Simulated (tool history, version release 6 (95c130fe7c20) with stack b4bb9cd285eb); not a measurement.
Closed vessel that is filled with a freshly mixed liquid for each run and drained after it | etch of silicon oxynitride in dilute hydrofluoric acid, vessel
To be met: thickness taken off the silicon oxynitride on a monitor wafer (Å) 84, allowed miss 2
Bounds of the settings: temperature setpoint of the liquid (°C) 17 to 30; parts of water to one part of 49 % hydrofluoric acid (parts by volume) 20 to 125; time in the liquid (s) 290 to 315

run	hour	temperature setpoint of the liquid (°C)	parts of water to one part of 49 % hydrofluoric acid (parts by volume)	time in the liquid (s)	thickness taken off the silicon oxynitride on a monitor wafer (Å)
1	0	22	70	290	120.44
2	6.5	21	70	290	114.98
3	12.4	21	70	315	124.81
4	14.6	21	85	315	101.74
5	17.3	20.5	85	315	99.75
6	18.3	20	85	315	95.776
7	19.5	19.5	85	315	93.884
8	26	19	85	315	91.879
9	27.3	18.5	85	315	88.707

4 next moves are on the table. One of them brings every result within its allowed miss. Which?
A	28.6	22.5	105	305	?
B	28.6	18.5	80	310	?
C	28.6	17.5	75	310	?
D	28.6	17.5	80	315	?

move	thickness taken off the silicon oxynitride on a monitor wafer (Å)
A	83.852
B	93.7
C	95.361
D	90.543
A: meets every target
B: further off than the last run
C: further off than the last run
D: further off than the last run
Answer: A
